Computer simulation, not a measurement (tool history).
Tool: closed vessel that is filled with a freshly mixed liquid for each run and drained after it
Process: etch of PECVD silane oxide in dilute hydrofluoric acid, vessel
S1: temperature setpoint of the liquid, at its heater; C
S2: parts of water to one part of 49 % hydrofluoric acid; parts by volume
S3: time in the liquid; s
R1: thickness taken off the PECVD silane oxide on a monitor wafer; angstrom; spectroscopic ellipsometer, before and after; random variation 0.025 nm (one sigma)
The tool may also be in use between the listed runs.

run	hour	S1	S2	S3	R1
1	0.0	25.0	180	90	116.520
2	1.5	23.5	185	90	106.270
3	10.2	20.5	185	90	94.753
4	12.0	17.5	185	90	84.017
5	17.2	21.0	185	90	96.328
6	18.8	20.5	185	90	94.634

Forecast run 7:
7	23.4	20.0	185	90	?

Run 7 gave R1 93.194 angstrom.
